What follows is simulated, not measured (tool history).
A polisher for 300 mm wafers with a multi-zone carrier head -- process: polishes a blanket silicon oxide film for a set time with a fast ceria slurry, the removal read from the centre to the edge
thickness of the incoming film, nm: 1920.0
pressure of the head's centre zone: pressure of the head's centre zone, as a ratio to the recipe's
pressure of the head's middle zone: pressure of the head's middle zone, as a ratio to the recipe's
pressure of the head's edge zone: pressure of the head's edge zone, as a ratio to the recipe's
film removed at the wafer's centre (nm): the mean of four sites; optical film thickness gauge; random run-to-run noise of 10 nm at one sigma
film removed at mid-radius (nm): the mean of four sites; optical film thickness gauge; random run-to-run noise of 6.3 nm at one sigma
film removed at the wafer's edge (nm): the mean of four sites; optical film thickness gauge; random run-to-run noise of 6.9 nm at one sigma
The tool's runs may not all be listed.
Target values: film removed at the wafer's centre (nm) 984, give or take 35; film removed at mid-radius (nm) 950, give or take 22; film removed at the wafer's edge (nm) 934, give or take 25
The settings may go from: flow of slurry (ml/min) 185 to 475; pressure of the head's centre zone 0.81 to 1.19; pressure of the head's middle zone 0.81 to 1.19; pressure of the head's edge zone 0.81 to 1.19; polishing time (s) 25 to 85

run	hour	flow of slurry (ml/min)	pressure of the head's centre zone	pressure of the head's middle zone	pressure of the head's edge zone	polishing time (s)	film removed at the wafer's centre (nm)	film removed at mid-radius (nm)	film removed at the wafer's edge (nm)
1	0	305	1	1	1	55	706.89	720.8	730.51
2	6.1	315	1.04	1.03	1.04	58	777.69	769.73	781.78
3	14.8	325	1.07	1.06	1.07	60	805.23	810.41	836.33
4	18	325	1.07	1.03	1.07	60	810.91	789.79	818.67
5	22.3	330	1.1	1.06	1.07	62	846.34	842.53	855.07
6	23.3	330	1.1	1.06	1	62	847.2	848.29	826.15
7	27.2	335	1.12	1.07	1.01	64	905.38	870.43	843.75
8	33.8	340	1.14	1.09	1.03	65	929.1	896.06	880.44
9	36.6	345	1.15	1.1	1.04	66	934.59	914.73	896.58

Which of these 5 next moves meets every target?
A	39.4	320	1.19	1.03	0.84	70	?	?	?
B	39.4	375	1.1	1.19	0.95	67	?	?	?
C	39.4	435	1.17	1.12	1.06	67	?	?	?
D	39.4	360	1.11	1.09	1.14	65	?	?	?
E	39.4	280	1.13	1.1	1.01	65	?	?	?

move	film removed at the wafer's centre (nm)	film removed at mid-radius (nm)	film removed at the wafer's edge (nm)
A	1013.7	934.49	862.32
B	930.96	983.34	878.64
C	979.61	956.43	933.33
D	905.72	903.09	931.55
E	900.13	893.12	865.78
A: brings the last run's worst result on target, with another outside its allowed miss
B: takes the result that was furthest off past its target
C: in spec on every target
D: the biggest miss grows against the last run
E: the biggest miss grows against the last run
So the answer is move C, the one that meets all the targets.

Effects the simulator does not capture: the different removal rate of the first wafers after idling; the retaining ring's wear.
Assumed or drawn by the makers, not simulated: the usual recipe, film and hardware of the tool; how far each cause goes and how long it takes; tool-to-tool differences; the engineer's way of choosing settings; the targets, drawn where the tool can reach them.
